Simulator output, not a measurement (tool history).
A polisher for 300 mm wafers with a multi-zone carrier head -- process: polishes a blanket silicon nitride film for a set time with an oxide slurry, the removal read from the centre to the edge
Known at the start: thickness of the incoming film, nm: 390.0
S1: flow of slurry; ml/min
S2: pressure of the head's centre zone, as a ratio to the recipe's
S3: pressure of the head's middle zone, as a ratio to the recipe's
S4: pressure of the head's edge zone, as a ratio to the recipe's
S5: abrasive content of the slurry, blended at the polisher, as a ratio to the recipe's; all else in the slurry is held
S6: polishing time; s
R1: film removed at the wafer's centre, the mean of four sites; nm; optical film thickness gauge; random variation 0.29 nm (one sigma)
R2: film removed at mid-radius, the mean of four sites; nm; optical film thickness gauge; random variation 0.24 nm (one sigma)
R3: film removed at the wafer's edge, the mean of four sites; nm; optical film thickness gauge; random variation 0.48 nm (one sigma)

run 1 hour=0.0 | S1=255 S2=1.00 S3=1.00 S4=1.00 S5=1.00 S6=41 | R1=23.078 R2=22.466 R3=23.249
run 2 hour=6.9 | S1=255 S2=1.00 S3=1.00 S4=1.00 S5=1.15 S6=41 | R1=23.835 R2=23.194 R3=23.730
run 3 hour=12.3 | S1=265 S2=1.03 S3=1.04 S4=1.03 S5=1.25 S6=42 | R1=26.344 R2=25.235 R3=25.492
run 4 hour=16.5 | S1=275 S2=1.04 S3=1.07 S4=1.04 S5=1.30 S6=43 | R1=27.185 R2=27.220 R3=26.236
run 5 hour=22.2 | S1=280 S2=1.06 S3=1.08 S4=1.06 S5=1.35 S6=44 | R1=29.155 R2=28.218 R3=27.782
run 6 hour=25.4 | S1=285 S2=1.08 S3=1.10 S4=1.07 S5=1.40 S6=45 | R1=30.361 R2=30.000 R3=28.612
run 7 hour=27.2 | S1=290 S2=1.10 S3=1.11 S4=1.08 S5=1.40 S6=46 | R1=31.697 R2=30.947 R3=28.993
run 8 hour=29.6 | S1=295 S2=1.11 S3=1.11 S4=1.09 S5=1.40 S6=47 | R1=33.144 R2=31.502 R3=30.519
run 9 hour=36.9 | S1=305 S2=1.12 S3=1.12 S4=1.10 S5=1.40 S6=47 | R1=33.103 R2=31.678 R3=30.231
-- hour=38.4 slurry nozzle cleaned
run 10 hour=38.4 | S1=305 S2=1.13 S3=1.13 S4=1.11 S5=1.40 S6=47 | R1=34.766 R2=32.459 R3=31.733
run 11 hour=40.3 | S1=315 S2=1.13 S3=1.14 S4=1.11 S5=1.40 S6=47 | R1=33.521 R2=32.680 R3=30.632
run 12 hour=41.2 | S1=315 S2=1.14 S3=1.15 S4=1.12 S5=1.40 S6=47 | R1=34.570 R2=32.699 R3=31.436
run 13 hour=46.9 | S1=320 S2=1.14 S3=1.16 S4=1.12 S5=1.40 S6=47 | R1=34.610 R2=33.336 R3=30.940
run 14 hour=54.8 | S1=325 S2=1.14 S3=1.17 S4=1.13 S5=1.40 S6=47 | R1=34.312 R2=33.707 R3=31.678
run 15 hour=58.7 | S1=330 S2=1.15 S3=1.17 S4=1.13 S5=1.40 S6=47 | R1=35.197 R2=33.458 R3=31.168
run 16 hour=65.8 | S1=330 S2=1.15 S3=1.17 S4=1.13 S5=1.40 S6=47 | R1=35.023 R2=33.519 R3=31.624
run 17 hour=71.4 | S1=335 S2=1.15 S3=1.17 S4=1.13 S5=1.40 S6=47 | R1=35.409 R2=33.648 R3=31.078
run 18 hour=79.6 | S1=340 S2=1.15 S3=1.17 S4=1.14 S5=1.40 S6=47 | R1=35.242 R2=33.738 R3=31.805

For run 19, what comes out?
run 19 hour=84.8 | S1=345 S2=1.15 S3=1.17 S4=1.14 S5=1.40 S6=47 | R1=? R2=? R3=?

R1: 35.164 nm
R2: 33.475 nm
R3: 31.981 nm
